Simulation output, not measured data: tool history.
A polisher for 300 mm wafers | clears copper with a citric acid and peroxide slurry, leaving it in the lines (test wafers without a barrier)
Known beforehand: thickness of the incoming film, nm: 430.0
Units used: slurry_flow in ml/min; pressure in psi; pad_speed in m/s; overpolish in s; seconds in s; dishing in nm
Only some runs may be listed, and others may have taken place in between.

Run 1, hour 0: slurry_flow 235 ml/min, pressure 4.1 psi, pad_speed 0.92 m/s, slurry_solids 1, overpolish 21 s. Result: seconds 119.48 s, dishing 46.131 nm.
Run 2, hour 7.1: slurry_flow 240 ml/min, pressure 4.4 psi, pad_speed 0.92 m/s, slurry_solids 1, overpolish 18 s. Result: seconds 113.78 s, dishing 42.955 nm.
Run 3, hour 11.1: slurry_flow 240 ml/min, pressure 3.8 psi, pad_speed 0.92 m/s, slurry_solids 1, overpolish 18 s. Result: seconds 125.54 s, dishing 39.035 nm.
Run 4, hour 17: slurry_flow 245 ml/min, pressure 4.2 psi, pad_speed 0.92 m/s, slurry_solids 1, overpolish 15 s. Result: seconds 119.48 s, dishing 35.313 nm.
Run 5, hour 24.2: slurry_flow 245 ml/min, pressure 4.6 psi, pad_speed 0.92 m/s, slurry_solids 1, overpolish 13 s. Result: seconds 110.65 s, dishing 32.738 nm.
Run 6, hour 26.5: slurry_flow 245 ml/min, pressure 4.9 psi, pad_speed 0.92 m/s, slurry_solids 1, overpolish 13 s. Result: seconds 105.82 s, dishing 34.281 nm.
Run 7, hour 28.4: slurry_flow 245 ml/min, pressure 5.1 psi, pad_speed 0.92 m/s, slurry_solids 1, overpolish 12 s. Result: seconds 102.82 s, dishing 32.743 nm.
Run 8, hour 34.1: slurry_flow 245 ml/min, pressure 5.3 psi, pad_speed 0.92 m/s, slurry_solids 1, overpolish 12 s. Result: seconds 98.152 s, dishing 33.731 nm.

Forecast run 9:
Run 9, hour 39.8: slurry_flow 245 ml/min, pressure 5.4 psi, pad_speed 0.92 m/s, slurry_solids 1, overpolish 12 s. Result: seconds ?, dishing ?.

seconds: 97.474 s
dishing: 34.31 nm

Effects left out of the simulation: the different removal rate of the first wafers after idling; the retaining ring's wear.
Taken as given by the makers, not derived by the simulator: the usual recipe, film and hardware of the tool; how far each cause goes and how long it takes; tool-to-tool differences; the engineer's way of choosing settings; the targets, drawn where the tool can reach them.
